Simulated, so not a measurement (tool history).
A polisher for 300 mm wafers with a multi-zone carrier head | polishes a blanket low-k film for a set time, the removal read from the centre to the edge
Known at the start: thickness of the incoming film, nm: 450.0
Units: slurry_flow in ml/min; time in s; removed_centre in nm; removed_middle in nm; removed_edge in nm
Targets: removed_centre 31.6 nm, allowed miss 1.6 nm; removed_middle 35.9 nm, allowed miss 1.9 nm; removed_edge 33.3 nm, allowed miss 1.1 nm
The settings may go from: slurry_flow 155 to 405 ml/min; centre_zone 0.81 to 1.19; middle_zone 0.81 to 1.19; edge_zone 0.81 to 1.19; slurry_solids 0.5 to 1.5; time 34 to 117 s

run 1 hour=0 | slurry_flow=260 centre_zone=1 middle_zone=1 edge_zone=1 slurry_solids=1 time=75 | removed_centre=28.576 removed_middle=28.179 removed_edge=28.579
run 2 hour=5 | slurry_flow=300 centre_zone=1 middle_zone=1 edge_zone=1 slurry_solids=1 time=75 | removed_centre=29.542 removed_middle=28.684 removed_edge=29.095
run 3 hour=8.2 | slurry_flow=305 centre_zone=1 middle_zone=1.03 edge_zone=1.02 slurry_solids=1.05 time=75 | removed_centre=29.722 removed_middle=30.926 removed_edge=29.922
run 4 hour=9.2 | slurry_flow=310 centre_zone=1 middle_zone=1.04 edge_zone=1.04 slurry_solids=1.05 time=75 | removed_centre=30.205 removed_middle=30.536 removed_edge=30.34
run 5 hour=11.2 | slurry_flow=340 centre_zone=1 middle_zone=1.04 edge_zone=1.04 slurry_solids=1.05 time=75 | removed_centre=30.291 removed_middle=30.774 removed_edge=30.104
run 6 hour=15.5 | slurry_flow=340 centre_zone=1 middle_zone=1.05 edge_zone=1.05 slurry_solids=1.1 time=75 | removed_centre=30.386 removed_middle=31.349 removed_edge=30.888
run 7 hour=18.9 | slurry_flow=340 centre_zone=1 middle_zone=1.06 edge_zone=1.05 slurry_solids=1.15 time=75 | removed_centre=30.473 removed_middle=31.697 removed_edge=31.527
run 8 hour=24.2 | slurry_flow=340 centre_zone=1 middle_zone=1.08 edge_zone=1.05 slurry_solids=1.15 time=75 | removed_centre=29.709 removed_middle=31.687 removed_edge=31.593
run 9 hour=30.9 | slurry_flow=350 centre_zone=1.01 middle_zone=1.1 edge_zone=1.03 slurry_solids=1.15 time=76 | removed_centre=32.224 removed_middle=34.021 removed_edge=30.988
run 10 hour=34.9 | slurry_flow=350 centre_zone=1.01 middle_zone=1.11 edge_zone=1.04 slurry_solids=1.15 time=76 | removed_centre=31.447 removed_middle=34.947 removed_edge=31.673
run 11 hour=40.9 | slurry_flow=350 centre_zone=1.01 middle_zone=1.11 edge_zone=1.05 slurry_solids=1.15 time=76 | removed_centre=31.405 removed_middle=33.076 removed_edge=31.135

4 next moves are on the table. One of them brings every result within its allowed miss. Which?
run A hour=46.9 | slurry_flow=310 centre_zone=1.02 middle_zone=1.06 edge_zone=1.14 slurry_solids=1.4 time=73 | removed_centre=? removed_middle=? removed_edge=?
run B hour=46.9 | slurry_flow=385 centre_zone=0.97 middle_zone=1.15 edge_zone=1.06 slurry_solids=1.25 time=78 | removed_centre=? removed_middle=? removed_edge=?
run C hour=46.9 | slurry_flow=405 centre_zone=1.07 middle_zone=1.19 edge_zone=0.85 slurry_solids=0.95 time=78 | removed_centre=? removed_middle=? removed_edge=?
run D hour=46.9 | slurry_flow=380 centre_zone=1.03 middle_zone=1.08 edge_zone=1.04 slurry_solids=1.15 time=75 | removed_centre=? removed_middle=? removed_edge=?

move=A removed_centre=31.713 removed_middle=32.249 removed_edge=33.457
move=B removed_centre=31.911 removed_middle=36.413 removed_edge=33.862
move=C removed_centre=32.826 removed_middle=34.875 removed_edge=28.379
move=D removed_centre=31.809 removed_middle=32.459 removed_edge=31.528
A: brings the result that was furthest off to its target, and leaves another outside
B: meets every target
C: further off than the last run
D: nearer than the last run, and not there yet
The right move is B.
